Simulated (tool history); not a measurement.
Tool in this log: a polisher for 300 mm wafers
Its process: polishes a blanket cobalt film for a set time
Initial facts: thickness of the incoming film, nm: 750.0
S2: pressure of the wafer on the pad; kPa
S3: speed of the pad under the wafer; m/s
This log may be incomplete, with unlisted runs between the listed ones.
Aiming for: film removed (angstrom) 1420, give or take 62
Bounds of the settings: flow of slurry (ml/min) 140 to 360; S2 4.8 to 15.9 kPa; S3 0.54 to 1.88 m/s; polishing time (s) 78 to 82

{"run": 1, "hour": 0.0, "flow of slurry (ml/min)": 230, "S2": 10.3, "S3": 1.2, "polishing time (s)": 78, "film removed (angstrom)": 2921.3}
{"run": 2, "hour": 1.1, "flow of slurry (ml/min)": 275, "S2": 10.3, "S3": 1.2, "polishing time (s)": 78, "film removed (angstrom)": 2982.1}
{"run": 3, "hour": 5.6, "flow of slurry (ml/min)": 275, "S2": 10.3, "S3": 0.92, "polishing time (s)": 78, "film removed (angstrom)": 2300.7}
{"run": 4, "hour": 7.5, "flow of slurry (ml/min)": 275, "S2": 10.3, "S3": 1.06, "polishing time (s)": 78, "film removed (angstrom)": 2658.6}
{"run": 5, "hour": 11.5, "flow of slurry (ml/min)": 275, "S2": 9.7, "S3": 1.04, "polishing time (s)": 78, "film removed (angstrom)": 2490.6}
{"run": 6, "hour": 15.0, "flow of slurry (ml/min)": 275, "S2": 9, "S3": 1, "polishing time (s)": 78, "film removed (angstrom)": 2240.4}
{"run": 7, "hour": 19.8, "flow of slurry (ml/min)": 275, "S2": 8.3, "S3": 0.98, "polishing time (s)": 78, "film removed (angstrom)": 2009.7}
{"run": 8, "hour": 20.8, "flow of slurry (ml/min)": 275, "S2": 7.6, "S3": 0.98, "polishing time (s)": 78, "film removed (angstrom)": 1835.3}
{"run": 9, "hour": 23.8, "flow of slurry (ml/min)": 270, "S2": 6.2, "S3": 0.98, "polishing time (s)": 78, "film removed (angstrom)": 1535.7}

Below are 5 possible settings for the next run. Only one of them brings all results inside the allowed miss of their targets. Which is it?
{"run": "A", "hour": 26.8, "flow of slurry (ml/min)": 290, "S2": 6.9, "S3": 0.92, "polishing time (s)": 78, "film removed (angstrom)": "?"}
{"run": "B", "hour": 26.8, "flow of slurry (ml/min)": 325, "S2": 8.3, "S3": 0.8, "polishing time (s)": 81, "film removed (angstrom)": "?"}
{"run": "C", "hour": 26.8, "flow of slurry (ml/min)": 240, "S2": 5.5, "S3": 1.06, "polishing time (s)": 78, "film removed (angstrom)": "?"}
{"run": "D", "hour": 26.8, "flow of slurry (ml/min)": 265, "S2": 6.2, "S3": 1.14, "polishing time (s)": 82, "film removed (angstrom)": "?"}
{"run": "E", "hour": 26.8, "flow of slurry (ml/min)": 325, "S2": 7.6, "S3": 0.8, "polishing time (s)": 78, "film removed (angstrom)": "?"}

move=A film_removed_(angstrom)=1625.2
move=B film_removed_(angstrom)=1786.6
move=C film_removed_(angstrom)=1468.8
move=D film_removed_(angstrom)=1869.4
move=E film_removed_(angstrom)=1582.4
A: the biggest miss grows against the last run
B: the biggest miss grows against the last run
C: meets every target
D: the biggest miss grows against the last run
E: the biggest miss grows against the last run
So the answer is move C, the one that meets all the targets.
